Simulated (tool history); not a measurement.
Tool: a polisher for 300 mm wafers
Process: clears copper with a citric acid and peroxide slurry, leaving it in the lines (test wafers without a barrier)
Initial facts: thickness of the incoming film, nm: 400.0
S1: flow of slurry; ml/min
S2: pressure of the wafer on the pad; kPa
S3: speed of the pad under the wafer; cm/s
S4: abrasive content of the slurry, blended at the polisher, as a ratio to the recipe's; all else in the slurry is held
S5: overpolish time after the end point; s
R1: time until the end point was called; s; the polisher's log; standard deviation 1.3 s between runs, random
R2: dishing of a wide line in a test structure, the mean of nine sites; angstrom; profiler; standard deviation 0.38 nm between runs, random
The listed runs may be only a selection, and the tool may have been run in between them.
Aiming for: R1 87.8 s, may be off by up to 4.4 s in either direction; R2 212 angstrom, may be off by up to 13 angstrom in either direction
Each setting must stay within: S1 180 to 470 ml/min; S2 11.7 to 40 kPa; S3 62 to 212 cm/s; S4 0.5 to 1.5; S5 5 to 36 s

run,hour,S1,S2,S3,S4,S5,R1,R2
1,0,300,25.5,136,1,18,140.32,260.01
2,2,300,25.5,136,1.2,18,130.31,269.36
3,9.3,300,25.5,124,1.2,18,139.59,254.25
4,16.2,275,25.5,124,1.2,18,142.8,251.05
5,24.3,270,26.9,124,1.25,17,135.27,254.32
# hour 32.4: slurry nozzle cleaned
6,32.4,285,27.6,124,1.3,16,128.78,251.1
7,38.1,290,28.3,124,1.3,15,127.39,242.75
8,45.6,290,29.6,124,1.3,14,125.48,249.34
9,54.2,280,29,132,1.3,13,119.96,235.49
10,62,280,29,132,1.3,13,121.28,239
11,68.4,280,29,132,1.3,13,121.49,231.2
12,73.9,280,35.9,138,1.3,5,100.06,136.64
13,74.6,280,35.2,140,1.3,5,102.92,134.47
14,83.7,280,39.3,142,1.3,14,93.362,284.48
15,92.1,280,39.3,144,1.3,14,91.894,283.35

Next run, 5 choices. One meets every target within its allowed miss, the rest don't. Which?
A,100.5,265,40,150,1.35,8,?,?
B,100.5,405,38.6,204,0.85,7,?,?
C,100.5,310,40,168,1.3,9,?,?
D,100.5,270,37.2,156,1.45,10,?,?
E,100.5,195,40,138,1.2,9,?,?

move,R1,R2
A,88.779,208.71
B,77.084,209.5
C,80.674,236.88
D,88.505,238.44
E,100.65,207.75
A: every result lands within tolerance
B: gets the furthest-off result to its target, but another result is out of tolerance
C: gains on the last run, yet a result remains outside its allowed miss
D: gains on the last run, yet a result remains outside its allowed miss
E: gets the furthest-off result to its target, but another result is out of tolerance
Go with A: it meets all targets.
